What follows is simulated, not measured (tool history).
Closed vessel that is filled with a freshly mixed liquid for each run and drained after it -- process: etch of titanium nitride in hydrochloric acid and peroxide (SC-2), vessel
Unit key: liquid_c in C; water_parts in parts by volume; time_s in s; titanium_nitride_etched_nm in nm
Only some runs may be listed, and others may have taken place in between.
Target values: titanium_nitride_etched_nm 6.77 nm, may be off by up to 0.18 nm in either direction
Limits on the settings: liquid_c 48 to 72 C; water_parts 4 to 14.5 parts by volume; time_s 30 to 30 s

run 1 hour=0 | liquid_c=64 water_parts=8 time_s=30 | titanium_nitride_etched_nm=3.869
run 2 hour=3.2 | liquid_c=64 water_parts=8 time_s=30 | titanium_nitride_etched_nm=3.8823
run 3 hour=5.9 | liquid_c=64 water_parts=8 time_s=30 | titanium_nitride_etched_nm=3.8932
run 4 hour=11.3 | liquid_c=65.5 water_parts=8 time_s=30 | titanium_nitride_etched_nm=4.2801
run 5 hour=20.1 | liquid_c=60 water_parts=8 time_s=30 | titanium_nitride_etched_nm=2.9765
run 6 hour=21.3 | liquid_c=60 water_parts=9.5 time_s=30 | titanium_nitride_etched_nm=2.5987
run 7 hour=23.5 | liquid_c=68 water_parts=6.5 time_s=30 | titanium_nitride_etched_nm=5.8663
run 8 hour=26.4 | liquid_c=68.5 water_parts=6.5 time_s=30 | titanium_nitride_etched_nm=5.9383
run 9 hour=27.3 | liquid_c=69 water_parts=6.5 time_s=30 | titanium_nitride_etched_nm=6.1667
run 10 hour=34.3 | liquid_c=69.5 water_parts=6.5 time_s=30 | titanium_nitride_etched_nm=6.3464
run 11 hour=39.4 | liquid_c=70 water_parts=6.5 time_s=30 | titanium_nitride_etched_nm=6.5991
run 12 hour=47.9 | liquid_c=70 water_parts=6.5 time_s=30 | titanium_nitride_etched_nm=6.4859

Exactly one of the 4 candidate moves below puts every result within its allowed miss. Which one?
run A hour=56.4 | liquid_c=71.5 water_parts=8 time_s=30 | titanium_nitride_etched_nm=?
run B hour=56.4 | liquid_c=66.5 water_parts=5.5 time_s=30 | titanium_nitride_etched_nm=?
run C hour=56.4 | liquid_c=68.5 water_parts=6.5 time_s=30 | titanium_nitride_etched_nm=?
run D hour=56.4 | liquid_c=66 water_parts=4.5 time_s=30 | titanium_nitride_etched_nm=?

move=A titanium_nitride_etched_nm=6.1291
move=B titanium_nitride_etched_nm=6.0698
move=C titanium_nitride_etched_nm=6.0386
move=D titanium_nitride_etched_nm=6.7951
A: misses by more than the last run did
B: misses by more than the last run did
C: misses by more than the last run did
D: every result within its allowed miss
The right move is D.
